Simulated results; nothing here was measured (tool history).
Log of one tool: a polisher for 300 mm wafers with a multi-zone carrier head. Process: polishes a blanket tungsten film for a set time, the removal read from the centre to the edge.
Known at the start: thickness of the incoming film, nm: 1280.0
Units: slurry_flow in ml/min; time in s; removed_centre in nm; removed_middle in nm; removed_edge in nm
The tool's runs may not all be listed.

run 1 hour=0.0 | slurry_flow=180 centre_zone=1.00 middle_zone=1.00 edge_zone=1.00 slurry_solids=1.00 time=35 | removed_centre=305.91 removed_middle=298.30 removed_edge=290.61
run 2 hour=6.6 | slurry_flow=170 centre_zone=0.95 middle_zone=1.00 edge_zone=0.96 slurry_solids=0.85 time=33 | removed_centre=261.78 removed_middle=266.03 removed_edge=261.62
run 3 hour=8.3 | slurry_flow=170 centre_zone=0.92 middle_zone=1.02 edge_zone=0.93 slurry_solids=0.75 time=32 | removed_centre=238.13 removed_middle=252.61 removed_edge=241.14
run 4 hour=16.7 | slurry_flow=170 centre_zone=0.92 middle_zone=1.02 edge_zone=0.93 slurry_solids=0.85 time=32 | removed_centre=247.60 removed_middle=263.50 removed_edge=248.79
run 5 hour=21.3 | slurry_flow=165 centre_zone=0.90 middle_zone=1.03 edge_zone=0.90 slurry_solids=0.75 time=31 | removed_centre=222.53 removed_middle=245.19 removed_edge=228.84
run 6 hour=26.9 | slurry_flow=165 centre_zone=0.90 middle_zone=0.99 edge_zone=0.90 slurry_solids=0.75 time=31 | removed_centre=218.65 removed_middle=237.89 removed_edge=228.42
run 7 hour=32.1 | slurry_flow=165 centre_zone=0.90 middle_zone=0.99 edge_zone=0.90 slurry_solids=0.75 time=31 | removed_centre=226.18 removed_middle=237.06 removed_edge=226.83
run 8 hour=40.1 | slurry_flow=155 centre_zone=0.87 middle_zone=0.99 edge_zone=0.87 slurry_solids=0.75 time=31 | removed_centre=213.43 removed_middle=237.06 removed_edge=220.25

Forecast run 9:
run 9 hour=43.7 | slurry_flow=145 centre_zone=0.85 middle_zone=0.98 edge_zone=0.85 slurry_solids=0.75 time=31 | removed_centre=? removed_middle=? removed_edge=?

removed_centre: 208.53 nm
removed_middle: 231.85 nm
removed_edge: 219.07 nm
